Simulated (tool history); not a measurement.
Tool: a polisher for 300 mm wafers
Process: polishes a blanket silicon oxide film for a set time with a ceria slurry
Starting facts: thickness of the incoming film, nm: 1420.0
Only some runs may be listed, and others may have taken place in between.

run  hour  flow of slurry (ml/min)  pressure of the wafer on the pad (kPa)  speed of the pad under the wafer (m/s)  polishing time (s)  film removed (Å)
  1   0.0                      320                                    22.8                                    1.06                  43            2220.1
  2   2.9                      320                                    22.8                                    0.84                  43            1808.1
  3   6.3                      320                                    22.8                                    0.84                  39            1662.2
  4   7.0                      320                                    22.8                                    0.70                  39            1362.6
  5  11.8                      320                                    24.8                                    0.78                  39            1663.2
  6  16.7                      320                                    24.8                                    0.64                  39            1366.8
  7  20.2                      320                                    26.9                                    0.74                  39            1704.1
  8  24.8                      320                                    28.3                                    0.82                  39            1999.7

What does the tool deliver on the next run?
  9  29.1                      320                                    29.6                                    0.88                  39                 ?

Run 9 yielded film removed (Å) 2269.3.

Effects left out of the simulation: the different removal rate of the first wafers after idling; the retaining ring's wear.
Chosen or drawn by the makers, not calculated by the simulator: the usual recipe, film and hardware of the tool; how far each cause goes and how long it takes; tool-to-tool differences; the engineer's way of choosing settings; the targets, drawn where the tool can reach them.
